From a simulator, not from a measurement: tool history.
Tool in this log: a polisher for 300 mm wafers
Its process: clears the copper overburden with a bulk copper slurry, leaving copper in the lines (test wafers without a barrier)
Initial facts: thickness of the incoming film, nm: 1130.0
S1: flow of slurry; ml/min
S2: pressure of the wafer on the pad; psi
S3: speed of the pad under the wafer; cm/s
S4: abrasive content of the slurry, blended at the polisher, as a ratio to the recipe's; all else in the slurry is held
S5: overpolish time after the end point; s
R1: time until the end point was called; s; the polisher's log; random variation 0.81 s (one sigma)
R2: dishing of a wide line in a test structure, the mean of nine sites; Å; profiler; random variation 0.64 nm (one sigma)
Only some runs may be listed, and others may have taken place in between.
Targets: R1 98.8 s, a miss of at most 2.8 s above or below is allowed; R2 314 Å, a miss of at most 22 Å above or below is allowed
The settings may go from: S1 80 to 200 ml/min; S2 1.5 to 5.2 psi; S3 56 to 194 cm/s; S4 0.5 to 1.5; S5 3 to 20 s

Run 1, hour 0: S1 130 ml/min, S2 3.3 psi, S3 124 cm/s, S4 1, S5 10 s. Result: R1 81.151 s, R2 608.94 Å.
Run 2, hour 7.9: S1 125 ml/min, S2 3 psi, S3 130 cm/s, S4 1, S5 8 s. Result: R1 85.872 s, R2 531.67 Å.
Run 3, hour 15.3: S1 115 ml/min, S2 2.8 psi, S3 136 cm/s, S4 1, S5 7 s. Result: R1 88.424 s, R2 477.84 Å.
Run 4, hour 18.8: S1 115 ml/min, S2 2.8 psi, S3 136 cm/s, S4 1.15, S5 7 s. Result: R1 87.186 s, R2 501.75 Å.
Run 5, hour 26.6: S1 115 ml/min, S2 2.8 psi, S3 136 cm/s, S4 1.15, S5 5 s. Result: R1 85.093 s, R2 396.93 Å.
Run 6, hour 34.3: S1 115 ml/min, S2 2.8 psi, S3 136 cm/s, S4 1.15, S5 8 s. Result: R1 85.078 s, R2 511.09 Å.
Run 7, hour 37.5: S1 115 ml/min, S2 2.8 psi, S3 136 cm/s, S4 1.15, S5 8 s. Result: R1 85.066 s, R2 534.09 Å.
Run 8, hour 45.3: S1 115 ml/min, S2 2.8 psi, S3 136 cm/s, S4 1.15, S5 8 s. Result: R1 85.934 s, R2 529.66 Å.

Of the 5 settings listed for the next run, only one would bring every result within its allowed miss of target. Which one?
Run A, hour 53.1: S1 125 ml/min, S2 3.1 psi, S3 112 cm/s, S4 1.2, S5 3 s. Result: R1 ?, R2 ?.
Run B, hour 53.1: S1 135 ml/min, S2 2.6 psi, S3 120 cm/s, S4 1.1, S5 7 s. Result: R1 ?, R2 ?.
Run C, hour 53.1: S1 125 ml/min, S2 2.6 psi, S3 132 cm/s, S4 1.15, S5 6 s. Result: R1 ?, R2 ?.
Run D, hour 53.1: S1 145 ml/min, S2 2.8 psi, S3 110 cm/s, S4 1.25, S5 5 s. Result: R1 ?, R2 ?.
Run E, hour 53.1: S1 85 ml/min, S2 2.8 psi, S3 126 cm/s, S4 1.3, S5 4 s. Result: R1 ?, R2 ?.

move      R1      R2
   A  92.905  264.64
   B  102.79   443.6
   C  94.109  426.13
   D  99.572  366.39
   E  98.998  313.14
A: moves the result that the last run missed by most past its target, out the other side
B: nearer the targets than the last run, but a result is still out of spec
C: nearer the targets than the last run, but a result is still out of spec
D: nearer the targets than the last run, but a result is still out of spec
E: hits every target within its allowed miss
Correct choice: E, which meets every target
